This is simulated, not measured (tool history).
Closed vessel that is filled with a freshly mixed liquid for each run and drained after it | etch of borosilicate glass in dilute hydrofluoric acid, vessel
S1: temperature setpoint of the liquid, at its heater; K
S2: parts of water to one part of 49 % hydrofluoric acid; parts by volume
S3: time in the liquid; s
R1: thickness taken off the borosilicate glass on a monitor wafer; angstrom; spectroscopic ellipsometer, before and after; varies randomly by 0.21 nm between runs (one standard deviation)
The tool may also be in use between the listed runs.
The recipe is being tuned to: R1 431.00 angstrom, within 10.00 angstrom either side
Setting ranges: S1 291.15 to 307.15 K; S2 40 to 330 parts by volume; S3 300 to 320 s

run 1 hour=0.0 | S1=299.15 S2=185 S3=300 | R1=744.87
run 2 hour=4.2 | S1=295.65 S2=185 S3=300 | R1=656.60
run 3 hour=5.8 | S1=294.65 S2=195 S3=300 | R1=599.08
run 4 hour=11.9 | S1=294.65 S2=230 S3=300 | R1=487.25
run 5 hour=18.8 | S1=294.65 S2=295 S3=300 | R1=358.76
run 6 hour=25.5 | S1=292.15 S2=295 S3=300 | R1=327.04
run 7 hour=33.1 | S1=293.65 S2=295 S3=300 | R1=343.35
run 8 hour=34.9 | S1=297.65 S2=290 S3=300 | R1=408.01

Pick the move, out of 4, that brings all results within their allowed miss; only one does.
run A hour=36.7 | S1=297.65 S2=295 S3=300 | R1=?
run B hour=36.7 | S1=298.15 S2=300 S3=310 | R1=?
run C hour=36.7 | S1=295.65 S2=260 S3=300 | R1=?
run D hour=36.7 | S1=295.65 S2=290 S3=320 | R1=?

move=A R1=397.78
move=B R1=409.35
move=C R1=434.18
move=D R1=403.90
A: lands further from the targets than the last run did
B: an improvement on the last run, though not all results are within tolerance
C: hits every target within its allowed miss
D: lands further from the targets than the last run did
C is the move that brings every result within its allowed miss.
